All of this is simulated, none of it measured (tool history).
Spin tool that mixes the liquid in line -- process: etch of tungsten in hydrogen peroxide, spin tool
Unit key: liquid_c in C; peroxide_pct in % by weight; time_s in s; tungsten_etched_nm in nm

run	hour	liquid_c	peroxide_pct	time_s	tungsten_etched_nm
1	0.0	45	18.0	95	90.382
2	5.1	45	16.0	95	85.544
3	14.2	51	16.0	95	122.420
4	21.0	51	18.5	95	131.850
5	28.7	46	18.5	95	97.659
6	35.8	46	21.0	95	103.210

Run 7 comes next. What will it give?
7	38.9	46	21.0	95	?

tungsten_etched_nm: 103.630 nm
